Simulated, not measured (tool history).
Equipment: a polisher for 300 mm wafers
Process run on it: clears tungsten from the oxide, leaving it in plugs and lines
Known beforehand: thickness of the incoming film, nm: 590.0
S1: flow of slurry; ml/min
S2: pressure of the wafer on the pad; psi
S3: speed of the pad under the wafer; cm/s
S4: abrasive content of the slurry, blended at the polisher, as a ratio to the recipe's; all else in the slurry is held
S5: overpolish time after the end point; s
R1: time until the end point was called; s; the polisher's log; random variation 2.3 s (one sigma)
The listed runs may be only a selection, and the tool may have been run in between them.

| run | hour | S1 | S2 | S3 | S4 | S5 | R1 |
|---|---|---|---|---|---|---|---|
| 1 | 0.0 | 265 | 4.8 | 90 | 1.00 | 4 | 112.41 |
| 2 | 4.5 | 265 | 4.2 | 90 | 1.00 | 4 | 129.07 |
| 3 | 11.8 | 265 | 4.2 | 90 | 1.15 | 4 | 127.57 |
| 4 | 16.1 | 265 | 3.8 | 90 | 1.15 | 4 | 139.06 |
| 5 | 24.3 | 265 | 3.8 | 90 | 0.95 | 4 | 143.96 |
| 6 | 31.5 | 265 | 3.8 | 90 | 1.05 | 4 | 141.04 |
| 7 | 36.1 | 265 | 3.5 | 90 | 1.05 | 4 | 152.57 |

Estimate the outcome of run 8 from the log above:
| 8 | 44.2 | 265 | 2.9 | 90 | 1.05 | 4 | ? |

{"run 8": {"R1": 181.4}}

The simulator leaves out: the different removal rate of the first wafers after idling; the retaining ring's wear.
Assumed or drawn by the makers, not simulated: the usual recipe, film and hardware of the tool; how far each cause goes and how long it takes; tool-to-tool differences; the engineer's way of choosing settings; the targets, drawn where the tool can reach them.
